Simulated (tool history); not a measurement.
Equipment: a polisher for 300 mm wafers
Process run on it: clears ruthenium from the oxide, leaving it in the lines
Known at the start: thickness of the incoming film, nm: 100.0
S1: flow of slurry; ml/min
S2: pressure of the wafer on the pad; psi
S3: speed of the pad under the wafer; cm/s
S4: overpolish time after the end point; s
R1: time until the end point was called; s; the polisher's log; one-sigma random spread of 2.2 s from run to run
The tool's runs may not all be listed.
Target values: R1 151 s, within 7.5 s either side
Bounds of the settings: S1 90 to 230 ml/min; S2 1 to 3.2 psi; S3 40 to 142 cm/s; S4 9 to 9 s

run,hour,S1,S2,S3,S4,R1
1,0,150,2.1,90,9,104.96
2,0.7,150,1.9,90,9,109.72
3,4.6,150,2.2,90,9,100.21
4,13.2,175,2.2,90,9,94.936
5,18.6,165,1.9,88,9,108.23
6,20.7,190,1.9,88,9,106.82
7,29.6,185,1.7,86,9,115.92
8,30.4,180,1.5,86,9,128.24
9,39.2,175,1.4,86,9,130.02
10,47.2,170,1.3,86,9,136.95
11,56,165,1.2,86,9,144.39

Pick the move, out of 5, that brings all results within their allowed miss; only one does.
A,64.8,170,1.1,84,9,?
B,64.8,150,1.5,76,9,?
C,64.8,135,1,110,9,?
D,64.8,165,1.2,100,9,?
E,64.8,170,1.4,78,9,?

move,R1
A,150.66
B,139.9
C,137.33
D,130.9
E,140.37
A: hits every target within its allowed miss
B: misses by more than the last run did
C: misses by more than the last run did
D: misses by more than the last run did
E: misses by more than the last run did
Answer: A
